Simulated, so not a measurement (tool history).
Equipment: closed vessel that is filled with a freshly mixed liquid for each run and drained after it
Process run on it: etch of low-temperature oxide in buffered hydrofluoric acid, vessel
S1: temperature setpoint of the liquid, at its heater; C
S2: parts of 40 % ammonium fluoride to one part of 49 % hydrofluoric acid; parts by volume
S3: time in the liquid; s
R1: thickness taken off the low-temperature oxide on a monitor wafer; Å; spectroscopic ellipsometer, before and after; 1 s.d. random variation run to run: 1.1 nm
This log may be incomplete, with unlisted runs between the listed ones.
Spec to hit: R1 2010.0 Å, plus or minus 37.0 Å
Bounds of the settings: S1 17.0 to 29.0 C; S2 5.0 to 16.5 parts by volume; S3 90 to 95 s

run,hour,S1,S2,S3,R1
1,0.0,21.0,10.0,90,2500.2
2,1.3,21.0,10.0,90,2516.1
3,7.9,21.0,10.0,95,2682.2
4,9.3,21.0,10.0,90,2507.8
5,14.2,20.5,10.0,90,2434.6
6,19.2,20.0,10.0,90,2371.8
7,24.8,19.5,10.0,90,2313.6
8,31.5,19.0,10.0,90,2234.5
9,40.5,18.0,10.0,90,2140.7
10,47.5,18.0,10.0,90,2120.0
11,56.5,17.5,10.0,90,2091.3

Pick the move, out of 5, that brings all results within their allowed miss; only one does.
A,65.5,17.0,10.5,90,?
B,65.5,18.0,10.0,95,?
C,65.5,17.5,10.0,95,?
D,65.5,17.0,10.0,95,?
E,65.5,17.0,10.5,95,?

move,R1
A,1920.5
B,2250.4
C,2187.3
D,2125.8
E,2027.2
A: pushes the last run's worst result past its target
B: moves away from the targets compared with the last run
C: moves away from the targets compared with the last run
D: moves away from the targets compared with the last run
E: hits every target within its allowed miss
E meets every target.

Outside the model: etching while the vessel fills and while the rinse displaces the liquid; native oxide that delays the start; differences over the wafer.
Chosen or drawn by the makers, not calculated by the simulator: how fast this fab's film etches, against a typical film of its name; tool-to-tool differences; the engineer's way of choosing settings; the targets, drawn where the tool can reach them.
